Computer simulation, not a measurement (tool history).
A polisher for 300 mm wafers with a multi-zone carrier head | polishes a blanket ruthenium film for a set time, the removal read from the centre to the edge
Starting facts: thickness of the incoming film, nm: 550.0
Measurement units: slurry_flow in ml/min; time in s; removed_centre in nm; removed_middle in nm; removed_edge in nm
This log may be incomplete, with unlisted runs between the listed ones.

run,hour,slurry_flow,centre_zone,middle_zone,edge_zone,time,removed_centre,removed_middle,removed_edge
1,0,205,1,1,1,71,66.691,67.427,64.968
2,8.2,200,0.95,1.02,0.99,70,60.439,67.74,62.69
3,9.1,180,0.95,1.02,0.99,70,60.61,68.792,62.354
4,15.4,180,0.95,1.02,0.96,70,60.716,66.558,63.626
5,18.5,180,0.95,1.02,0.92,70,61.836,66.546,59.59
6,22.6,180,0.92,1.02,0.93,70,58.847,66.52,62.097
7,27.2,180,0.9,1.03,0.93,69,55.649,66.441,60.153
8,28.5,180,0.89,1.03,0.93,69,54.473,66.408,60.109
9,35.2,180,0.88,1.03,0.93,69,54.049,65.683,61.249
10,40.4,180,0.88,1.03,0.93,69,54.929,66.049,60.159

Expected results for the next run?
# hour 45.6: worn pad replaced by a new one
11,45.6,180,0.87,1.03,0.93,69,?,?,?

removed_centre: 59.952 nm
removed_middle: 72.047 nm
removed_edge: 65.308 nm

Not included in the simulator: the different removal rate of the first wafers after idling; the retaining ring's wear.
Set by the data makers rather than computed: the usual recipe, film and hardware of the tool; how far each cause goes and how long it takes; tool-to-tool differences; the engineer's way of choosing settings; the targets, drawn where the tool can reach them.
